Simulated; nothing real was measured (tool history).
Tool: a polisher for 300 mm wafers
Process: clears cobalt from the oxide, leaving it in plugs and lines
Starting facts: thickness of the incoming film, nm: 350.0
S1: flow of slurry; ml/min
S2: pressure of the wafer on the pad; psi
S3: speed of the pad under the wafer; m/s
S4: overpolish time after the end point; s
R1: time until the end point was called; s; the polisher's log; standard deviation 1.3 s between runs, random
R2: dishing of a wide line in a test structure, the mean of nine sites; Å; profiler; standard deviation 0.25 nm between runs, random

run 1 hour=0.0 | S1=215 S2=1.6 S3=1.22 S4=18 | R1=79.867 R2=451.63
run 2 hour=8.2 | S1=210 S2=1.4 S3=1.22 S4=15 | R1=90.946 R2=380.49
run 3 hour=15.7 | S1=210 S2=1.4 S3=1.22 S4=7 | R1=89.540 R2=240.88
run 4 hour=20.0 | S1=160 S2=1.4 S3=1.22 S4=7 | R1=92.094 R2=238.91
run 5 hour=24.4 | S1=160 S2=1.4 S3=1.22 S4=14 | R1=94.147 R2=363.08
run 6 hour=32.9 | S1=160 S2=1.4 S3=1.22 S4=11 | R1=92.154 R2=317.52
run 7 hour=41.6 | S1=150 S2=0.9 S3=1.20 S4=5 | R1=147.270 R2=121.88
run 8 hour=50.0 | S1=210 S2=1.2 S3=1.04 S4=10 | R1=120.670 R2=242.97
run 9 hour=51.1 | S1=210 S2=1.2 S3=1.04 S4=10 | R1=124.300 R2=252.58
run 10 hour=55.7 | S1=210 S2=1.2 S3=1.06 S4=10 | R1=119.280 R2=254.65
run 11 hour=59.0 | S1=175 S2=1.0 S3=1.12 S4=5 | R1=139.240 R2=127.31
run 12 hour=66.5 | S1=235 S2=1.0 S3=1.10 S4=5 | R1=134.200 R2=129.44
run 13 hour=72.8 | S1=220 S2=1.1 S3=1.06 S4=5 | R1=127.540 R2=134.25

Expected results for the next run?
run 14 hour=81.4 | S1=205 S2=1.2 S3=1.02 S4=6 | R1=? R2=?

{"run 14": {"R1": 124.37, "R2": 161.53}}

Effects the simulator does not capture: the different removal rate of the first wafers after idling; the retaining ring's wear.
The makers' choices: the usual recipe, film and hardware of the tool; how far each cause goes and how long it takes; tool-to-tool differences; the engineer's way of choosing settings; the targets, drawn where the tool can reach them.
